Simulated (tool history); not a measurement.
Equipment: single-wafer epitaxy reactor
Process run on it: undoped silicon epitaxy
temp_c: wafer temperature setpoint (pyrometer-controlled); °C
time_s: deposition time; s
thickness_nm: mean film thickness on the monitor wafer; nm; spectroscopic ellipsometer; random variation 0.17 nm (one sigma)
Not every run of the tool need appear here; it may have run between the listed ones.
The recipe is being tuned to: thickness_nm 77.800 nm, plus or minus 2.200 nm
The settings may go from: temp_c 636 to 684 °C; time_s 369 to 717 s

run 1 hour=0.0 | temp_c=660 time_s=543 | thickness_nm=108.590
run 2 hour=3.9 | temp_c=660 time_s=580 | thickness_nm=115.680
run 3 hour=7.5 | temp_c=660 time_s=640 | thickness_nm=128.380
run 4 hour=11.8 | temp_c=654 time_s=638 | thickness_nm=109.970
run 5 hour=20.7 | temp_c=654 time_s=714 | thickness_nm=123.630
run 6 hour=27.5 | temp_c=650 time_s=707 | thickness_nm=110.730
run 7 hour=34.0 | temp_c=647 time_s=704 | thickness_nm=102.000
run 8 hour=36.4 | temp_c=644 time_s=703 | thickness_nm=94.528
run 9 hour=43.3 | temp_c=642 time_s=702 | thickness_nm=89.788
run 10 hour=44.1 | temp_c=641 time_s=701 | thickness_nm=87.364

Which one of the following 5 next-run settings gets every result inside its allowed miss? There is exactly one.
run A hour=44.9 | temp_c=636 time_s=707 | thickness_nm=?
run B hour=44.9 | temp_c=639 time_s=694 | thickness_nm=?
run C hour=44.9 | temp_c=645 time_s=705 | thickness_nm=?
run D hour=44.9 | temp_c=648 time_s=717 | thickness_nm=?
run E hour=44.9 | temp_c=641 time_s=674 | thickness_nm=?

move=A thickness_nm=77.708
move=B thickness_nm=82.394
move=C thickness_nm=97.487
move=D thickness_nm=106.910
move=E thickness_nm=84.213
A: all results in spec
B: an improvement on the last run, though not all results are within tolerance
C: the biggest miss grows against the last run
D: the biggest miss grows against the last run
E: an improvement on the last run, though not all results are within tolerance
So the answer is move A, the one that meets all the targets.

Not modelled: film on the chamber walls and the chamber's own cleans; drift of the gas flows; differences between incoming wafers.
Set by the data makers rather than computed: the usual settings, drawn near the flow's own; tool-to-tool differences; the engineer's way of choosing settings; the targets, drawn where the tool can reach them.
